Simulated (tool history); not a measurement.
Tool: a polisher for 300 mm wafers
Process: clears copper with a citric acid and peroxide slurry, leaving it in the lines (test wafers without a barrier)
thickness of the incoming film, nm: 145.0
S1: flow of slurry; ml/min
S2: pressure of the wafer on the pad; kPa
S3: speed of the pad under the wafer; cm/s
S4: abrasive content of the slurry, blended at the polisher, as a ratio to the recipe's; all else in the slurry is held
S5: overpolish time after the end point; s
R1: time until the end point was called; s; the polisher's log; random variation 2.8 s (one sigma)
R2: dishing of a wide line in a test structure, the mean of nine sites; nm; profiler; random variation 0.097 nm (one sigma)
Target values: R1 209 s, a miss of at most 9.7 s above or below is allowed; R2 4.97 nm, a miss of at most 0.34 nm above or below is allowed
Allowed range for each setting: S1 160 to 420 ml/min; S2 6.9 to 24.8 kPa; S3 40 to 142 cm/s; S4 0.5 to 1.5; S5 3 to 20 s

| run | hour | S1 | S2 | S3 | S4 | S5 | R1 | R2 |
|---|---|---|---|---|---|---|---|---|
| 1 | 0 | 270 | 15.9 | 90 | 1 | 10 | 83.241 | 10.645 |
| 2 | 6.5 | 270 | 18.6 | 90 | 1 | 10 | 69.453 | 12.101 |
| 3 | 7.7 | 270 | 15.9 | 82 | 1 | 10 | 88.182 | 10.375 |
| 4 | 9.9 | 330 | 15.9 | 82 | 1 | 10 | 88.307 | 10.056 |
| 5 | 13.5 | 330 | 13.8 | 74 | 1 | 10 | 111.88 | 8.7869 |
| 6 | 18 | 330 | 12.4 | 70 | 1 | 10 | 129.33 | 7.3826 |
| 7 | 25.8 | 330 | 11 | 68 | 1 | 10 | 147.66 | 6.8143 |
| 8 | 27 | 330 | 10.3 | 68 | 1 | 10 | 158.63 | 6.3723 |
| 9 | 31.9 | 330 | 6.9 | 64 | 1 | 10 | 238.52 | 4.4373 |
| 10 | 36.2 | 330 | 6.9 | 64 | 1 | 10 | 242.22 | 4.3509 |
| 11 | 43.2 | 340 | 6.9 | 64 | 1 | 10 | 242.99 | 4.2988 |
| 12 | 51.1 | 340 | 6.9 | 64 | 1 | 10 | 249.26 | 4.2933 |
| 13 | 54.4 | 340 | 7.6 | 64 | 1 | 10 | 224.36 | 4.7945 |

Which of these 4 next moves meets every target?
| A | 57.7 | 340 | 7.6 | 58 | 0.85 | 12 | ? | ? |
| B | 57.7 | 415 | 9 | 48 | 1.35 | 9 | ? | ? |
| C | 57.7 | 255 | 9 | 64 | 0.7 | 10 | ? | ? |
| D | 57.7 | 320 | 8.3 | 64 | 0.85 | 9 | ? | ? |

| move | R1 | R2 |
|---|---|---|
| A | 250.27 | 4.7887 |
| B | 229.17 | 4.0005 |
| C | 208.47 | 4.7891 |
| D | 212.48 | 4.2776 |
A: lands further from the targets than the last run did
B: lands further from the targets than the last run did
C: all results land within tolerance of their targets
D: gets the furthest-off result to its target, but another result is out of tolerance
Go with C: it meets all targets.
